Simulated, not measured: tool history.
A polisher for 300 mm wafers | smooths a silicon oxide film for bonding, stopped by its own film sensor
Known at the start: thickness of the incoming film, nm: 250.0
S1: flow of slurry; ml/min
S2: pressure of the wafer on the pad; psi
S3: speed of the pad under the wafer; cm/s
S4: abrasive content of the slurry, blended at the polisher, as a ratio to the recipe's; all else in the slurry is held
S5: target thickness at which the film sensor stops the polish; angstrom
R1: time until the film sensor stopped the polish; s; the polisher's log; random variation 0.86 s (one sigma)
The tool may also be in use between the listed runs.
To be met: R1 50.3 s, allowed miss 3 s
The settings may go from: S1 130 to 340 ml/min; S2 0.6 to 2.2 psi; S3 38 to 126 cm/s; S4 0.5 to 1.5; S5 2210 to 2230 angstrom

| run | hour | S1 | S2 | S3 | S4 | S5 | R1 |
|---|---|---|---|---|---|---|---|
| 1 | 0 | 220 | 1.4 | 82 | 1 | 2210 | 82.277 |
| 2 | 5 | 220 | 1.6 | 84 | 1 | 2210 | 71.569 |
| 3 | 9.7 | 220 | 1.7 | 86 | 1 | 2210 | 66.962 |
| 4 | 12.9 | 220 | 1.8 | 88 | 1 | 2210 | 62.113 |
| 5 | 17.2 | 220 | 1.9 | 88 | 1 | 2210 | 60.425 |
| 6 | 20.3 | 220 | 1.9 | 102 | 1 | 2210 | 54.343 |
|  | 27.7 | slurry blender recalibrated |
| 7 | 27.7 | 220 | 2 | 104 | 1 | 2210 | 43.87 |
| 8 | 36.3 | 220 | 1.9 | 104 | 1 | 2210 | 46.062 |

5 next moves are on the table. One of them brings every result within its allowed miss. Which?
| A | 44.9 | 255 | 2 | 94 | 1.1 | 2220 | ? |
| B | 44.9 | 230 | 2 | 100 | 1 | 2230 | ? |
| C | 44.9 | 200 | 1.7 | 112 | 1.05 | 2230 | ? |
| D | 44.9 | 230 | 2.2 | 110 | 0.8 | 2220 | ? |
| E | 44.9 | 200 | 2.2 | 82 | 0.95 | 2220 | ? |

| move | R1 |
|---|---|
| A | 42.366 |
| B | 41.182 |
| C | 42.39 |
| D | 41.312 |
| E | 48.558 |
A: further off than the last run
B: further off than the last run
C: further off than the last run
D: further off than the last run
E: meets every target
Move E is the one to make.
